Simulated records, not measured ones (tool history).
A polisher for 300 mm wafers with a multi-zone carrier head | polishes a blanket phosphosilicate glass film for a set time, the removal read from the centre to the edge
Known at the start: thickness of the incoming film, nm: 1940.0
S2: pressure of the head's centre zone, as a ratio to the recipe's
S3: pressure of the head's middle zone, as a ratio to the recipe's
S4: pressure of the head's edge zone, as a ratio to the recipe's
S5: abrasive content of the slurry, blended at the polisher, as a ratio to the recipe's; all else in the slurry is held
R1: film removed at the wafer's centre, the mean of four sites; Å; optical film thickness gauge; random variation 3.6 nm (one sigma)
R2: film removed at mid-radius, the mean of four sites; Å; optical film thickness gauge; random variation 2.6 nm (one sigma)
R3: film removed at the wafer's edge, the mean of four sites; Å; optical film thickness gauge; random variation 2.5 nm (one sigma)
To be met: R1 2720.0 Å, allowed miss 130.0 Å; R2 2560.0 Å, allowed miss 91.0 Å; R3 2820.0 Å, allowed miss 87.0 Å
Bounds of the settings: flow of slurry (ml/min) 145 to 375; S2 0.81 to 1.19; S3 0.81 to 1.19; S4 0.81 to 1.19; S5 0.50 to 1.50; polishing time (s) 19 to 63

{"run": 1, "day": 0.0, "flow of slurry (ml/min)": 240, "S2": 1.0, "S3": 1.0, "S4": 1.0, "S5": 1.0, "polishing time (s)": 41, "R1": 3527.0, "R2": 3464.1, "R3": 3375.8}
{"run": 2, "day": 0.362, "flow of slurry (ml/min)": 235, "S2": 0.98, "S3": 0.96, "S4": 0.99, "S5": 0.95, "polishing time (s)": 41, "R1": 3294.5, "R2": 3252.4, "R3": 3279.3}
{"run": 3, "day": 0.646, "flow of slurry (ml/min)": 235, "S2": 0.98, "S3": 0.96, "S4": 0.99, "S5": 0.85, "polishing time (s)": 41, "R1": 3051.2, "R2": 3052.6, "R3": 3080.7}
{"run": 4, "day": 0.696, "flow of slurry (ml/min)": 230, "S2": 0.98, "S3": 0.93, "S4": 0.97, "S5": 0.85, "polishing time (s)": 41, "R1": 3070.7, "R2": 2888.8, "R3": 3073.1}
{"run": 5, "day": 0.942, "flow of slurry (ml/min)": 285, "S2": 0.98, "S3": 0.93, "S4": 0.97, "S5": 0.85, "polishing time (s)": 41, "R1": 3072.7, "R2": 2978.4, "R3": 3119.1}
{"run": 6, "day": 1.233, "flow of slurry (ml/min)": 285, "S2": 0.97, "S3": 0.91, "S4": 0.94, "S5": 0.85, "polishing time (s)": 41, "R1": 3159.1, "R2": 2929.3, "R3": 3070.4}
{"run": 7, "day": 1.492, "flow of slurry (ml/min)": 280, "S2": 0.95, "S3": 0.9, "S4": 0.93, "S5": 0.85, "polishing time (s)": 41, "R1": 3043.7, "R2": 2913.3, "R3": 3055.8}
{"run": 8, "day": 1.583, "flow of slurry (ml/min)": 275, "S2": 0.94, "S3": 0.88, "S4": 0.92, "S5": 0.85, "polishing time (s)": 41, "R1": 2925.7, "R2": 2844.5, "R3": 2986.7}
{"run": 9, "day": 1.667, "flow of slurry (ml/min)": 270, "S2": 0.94, "S3": 0.86, "S4": 0.91, "S5": 0.85, "polishing time (s)": 41, "R1": 2996.0, "R2": 2783.1, "R3": 2976.3}
{"run": 10, "day": 1.879, "flow of slurry (ml/min)": 265, "S2": 0.93, "S3": 0.85, "S4": 0.91, "S5": 0.85, "polishing time (s)": 41, "R1": 2981.4, "R2": 2750.7, "R3": 2969.6}
{"run": 11, "day": 1.912, "flow of slurry (ml/min)": 260, "S2": 0.92, "S3": 0.84, "S4": 0.91, "S5": 0.85, "polishing time (s)": 41, "R1": 3022.6, "R2": 2750.2, "R3": 2996.0}

4 next moves are on the table. One of them brings every result within its allowed miss. Which?
{"run": "A", "day": 1.946, "flow of slurry (ml/min)": 285, "S2": 0.81, "S3": 0.81, "S4": 1.15, "S5": 0.55, "polishing time (s)": 52, "R1": "?", "R2": "?", "R3": "?"}
{"run": "B", "day": 1.946, "flow of slurry (ml/min)": 270, "S2": 1.07, "S3": 0.93, "S4": 0.81, "S5": 1.2, "polishing time (s)": 34, "R1": "?", "R2": "?", "R3": "?"}
{"run": "C", "day": 1.946, "flow of slurry (ml/min)": 265, "S2": 0.81, "S3": 0.81, "S4": 1.02, "S5": 0.6, "polishing time (s)": 49, "R1": "?", "R2": "?", "R3": "?"}
{"run": "D", "day": 1.946, "flow of slurry (ml/min)": 245, "S2": 0.93, "S3": 0.86, "S4": 0.98, "S5": 0.85, "polishing time (s)": 38, "R1": "?", "R2": "?", "R3": "?"}

move=A R1=2406.8 R2=2456.1 R3=3118.6
move=B R1=3391.2 R2=2963.5 R3=2843.1
move=C R1=2427.0 R2=2478.6 R3=2966.4
move=D R1=2732.4 R2=2566.4 R3=2872.3
A: takes the result that was furthest off past its target
B: further off than the last run
C: takes the result that was furthest off past its target
D: meets every target
Move D is the one to make.
